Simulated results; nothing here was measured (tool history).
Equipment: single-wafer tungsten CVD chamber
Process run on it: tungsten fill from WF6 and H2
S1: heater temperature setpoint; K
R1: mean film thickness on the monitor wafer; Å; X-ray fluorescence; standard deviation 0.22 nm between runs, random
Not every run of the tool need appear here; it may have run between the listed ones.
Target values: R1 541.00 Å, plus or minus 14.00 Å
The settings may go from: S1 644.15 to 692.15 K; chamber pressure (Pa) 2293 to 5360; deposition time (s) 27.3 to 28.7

Run 1, hour 0.0: S1 668.15 K, chamber pressure (Pa) 3826, deposition time (s) 28.7. Result: R1 741.49 Å.
Run 2, hour 5.6: S1 668.15 K, chamber pressure (Pa) 3826, deposition time (s) 28.7. Result: R1 739.98 Å.
Run 3, hour 7.6: S1 668.15 K, chamber pressure (Pa) 4453, deposition time (s) 28.7. Result: R1 801.95 Å.
Run 4, hour 8.1: S1 668.15 K, chamber pressure (Pa) 4453, deposition time (s) 28.7. Result: R1 803.10 Å.
Run 5, hour 11.5: S1 661.15 K, chamber pressure (Pa) 4413, deposition time (s) 28.7. Result: R1 704.68 Å.
Run 6, hour 19.5: S1 661.15 K, chamber pressure (Pa) 4413, deposition time (s) 28.7. Result: R1 704.40 Å.
Run 7, hour 24.7: S1 656.15 K, chamber pressure (Pa) 4386, deposition time (s) 28.7. Result: R1 640.58 Å.
Run 8, hour 32.8: S1 653.15 K, chamber pressure (Pa) 4373, deposition time (s) 28.7. Result: R1 598.68 Å.
Run 9, hour 41.2: S1 651.15 K, chamber pressure (Pa) 4360, deposition time (s) 28.7. Result: R1 574.16 Å.
Run 10, hour 45.7: S1 650.15 K, chamber pressure (Pa) 4360, deposition time (s) 28.7. Result: R1 560.85 Å.
At hour 48.1: thermocouple changed; heater temperature recalibrated.
Run 11, hour 48.1: S1 648.15 K, chamber pressure (Pa) 4346, deposition time (s) 28.7. Result: R1 512.77 Å.
Run 12, hour 56.1: S1 649.15 K, chamber pressure (Pa) 4346, deposition time (s) 28.7. Result: R1 519.33 Å.

Of the 5 settings listed for the next run, only one would bring every result within its allowed miss of target. Which one?
Run A, hour 64.1: S1 652.15 K, chamber pressure (Pa) 5080, deposition time (s) 27.8. Result: R1 ?.
Run B, hour 64.1: S1 652.15 K, chamber pressure (Pa) 4226, deposition time (s) 28.5. Result: R1 ?.
Run C, hour 64.1: S1 646.15 K, chamber pressure (Pa) 4733, deposition time (s) 28.3. Result: R1 ?.
Run D, hour 64.1: S1 647.15 K, chamber pressure (Pa) 4813, deposition time (s) 27.4. Result: R1 ?.
Run E, hour 64.1: S1 651.15 K, chamber pressure (Pa) 4026, deposition time (s) 27.3. Result: R1 ?.

move      R1
   A  576.03
   B  538.62
   C  500.69
   D  498.96
   E  493.20
A: moves the result that the last run missed by most past its target, out the other side
B: all results land within tolerance of their targets
C: the biggest miss grows against the last run
D: the biggest miss grows against the last run
E: the biggest miss grows against the last run
Go with B: it meets all targets.
